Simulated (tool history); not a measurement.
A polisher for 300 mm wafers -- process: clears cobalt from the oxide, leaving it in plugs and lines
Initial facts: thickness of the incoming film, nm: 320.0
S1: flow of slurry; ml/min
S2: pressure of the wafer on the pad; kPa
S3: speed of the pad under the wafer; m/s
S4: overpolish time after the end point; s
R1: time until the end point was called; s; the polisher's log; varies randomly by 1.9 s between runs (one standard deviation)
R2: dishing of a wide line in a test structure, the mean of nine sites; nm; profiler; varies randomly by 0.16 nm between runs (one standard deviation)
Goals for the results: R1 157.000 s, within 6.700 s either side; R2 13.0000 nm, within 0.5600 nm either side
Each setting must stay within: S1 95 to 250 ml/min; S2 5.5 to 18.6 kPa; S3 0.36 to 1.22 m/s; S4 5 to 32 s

| run | hour | S1 | S2 | S3 | S4 | R1 | R2 |
|---|---|---|---|---|---|---|---|
| 1 | 0.0 | 160 | 11.7 | 0.78 | 16 | 73.112 | 31.5170 |
| 2 | 3.8 | 155 | 11.0 | 0.74 | 15 | 79.967 | 29.0370 |
| 3 | 5.2 | 150 | 10.3 | 0.70 | 14 | 89.474 | 26.2490 |
| 4 | 12.2 | 150 | 13.1 | 0.70 | 14 | 72.119 | 28.4480 |
| 5 | 17.2 | 145 | 12.4 | 0.66 | 13 | 82.242 | 27.0100 |
| 6 | 20.6 | 145 | 12.4 | 0.80 | 13 | 67.040 | 28.9790 |
| 7 | 28.7 | 100 | 9.0 | 0.58 | 5 | 137.690 | 8.9932 |
| 8 | 32.6 | 105 | 9.0 | 0.58 | 6 | 134.230 | 10.5220 |
| 9 | 40.3 | 105 | 9.0 | 0.58 | 7 | 132.800 | 11.9390 |

Next run, 4 choices. One meets every target within its allowed miss, the rest don't. Which?
| A | 48.0 | 95 | 9.0 | 0.50 | 9 | ? | ? |
| B | 48.0 | 150 | 6.9 | 0.64 | 8 | ? | ? |
| C | 48.0 | 115 | 8.3 | 0.54 | 7 | ? | ? |
| D | 48.0 | 100 | 8.3 | 0.70 | 7 | ? | ? |

| move | R1 | R2 |
|---|---|---|
| A | 158.080 | 13.0030 |
| B | 140.270 | 13.0210 |
| C | 149.210 | 11.0490 |
| D | 120.950 | 13.1580 |
A: each result inside its tolerance
B: closes in on the targets versus the last run, not all within tolerance yet
C: no nearer and no further than the last run
D: moves away from the targets compared with the last run
The move that meets every target is A.
